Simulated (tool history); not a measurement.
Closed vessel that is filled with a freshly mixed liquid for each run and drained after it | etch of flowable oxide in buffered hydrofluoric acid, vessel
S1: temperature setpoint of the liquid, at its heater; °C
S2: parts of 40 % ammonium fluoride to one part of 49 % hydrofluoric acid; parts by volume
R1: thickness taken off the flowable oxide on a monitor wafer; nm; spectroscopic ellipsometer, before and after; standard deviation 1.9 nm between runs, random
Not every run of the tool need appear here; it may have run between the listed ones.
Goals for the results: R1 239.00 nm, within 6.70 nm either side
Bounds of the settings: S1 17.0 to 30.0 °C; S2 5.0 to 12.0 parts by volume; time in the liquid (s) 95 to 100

run 1 day=0.000 | S1=22.0 S2=7.0 time_in_the_liquid_(s)=95 | R1=462.93
run 2 day=0.346 | S1=22.0 S2=7.0 time_in_the_liquid_(s)=100 | R1=491.52
run 3 day=0.592 | S1=22.0 S2=7.0 time_in_the_liquid_(s)=95 | R1=458.45
run 4 day=0.962 | S1=22.0 S2=8.5 time_in_the_liquid_(s)=95 | R1=375.14
run 5 day=1.238 | S1=21.0 S2=8.5 time_in_the_liquid_(s)=95 | R1=356.52
run 6 day=1.521 | S1=20.5 S2=8.5 time_in_the_liquid_(s)=95 | R1=338.24
run 7 day=1.617 | S1=20.0 S2=8.5 time_in_the_liquid_(s)=95 | R1=336.61
run 8 day=1.671 | S1=19.5 S2=8.5 time_in_the_liquid_(s)=95 | R1=329.23
run 9 day=1.925 | S1=19.0 S2=8.5 time_in_the_liquid_(s)=95 | R1=318.36
run 10 day=2.075 | S1=18.5 S2=8.5 time_in_the_liquid_(s)=95 | R1=309.59
run 11 day=2.146 | S1=17.5 S2=9.5 time_in_the_liquid_(s)=95 | R1=264.81
run 12 day=2.371 | S1=17.0 S2=10.0 time_in_the_liquid_(s)=95 | R1=248.59

Consider the 5 candidate settings below. Which is the only one whose results all fall within their allowed miss of target?
run A day=2.596 | S1=17.0 S2=10.5 time_in_the_liquid_(s)=95 | R1=?
run B day=2.596 | S1=17.5 S2=9.0 time_in_the_liquid_(s)=95 | R1=?
run C day=2.596 | S1=17.0 S2=9.5 time_in_the_liquid_(s)=95 | R1=?
run D day=2.596 | S1=17.0 S2=10.0 time_in_the_liquid_(s)=100 | R1=?
run E day=2.596 | S1=17.0 S2=10.5 time_in_the_liquid_(s)=100 | R1=?

move=A R1=236.87
move=B R1=273.13
move=C R1=256.57
move=D R1=261.47
move=E R1=249.33
A: every result lands within tolerance
B: misses by more than the last run did
C: misses by more than the last run did
D: misses by more than the last run did
E: misses by more than the last run did
A is the move that brings every result within its allowed miss.
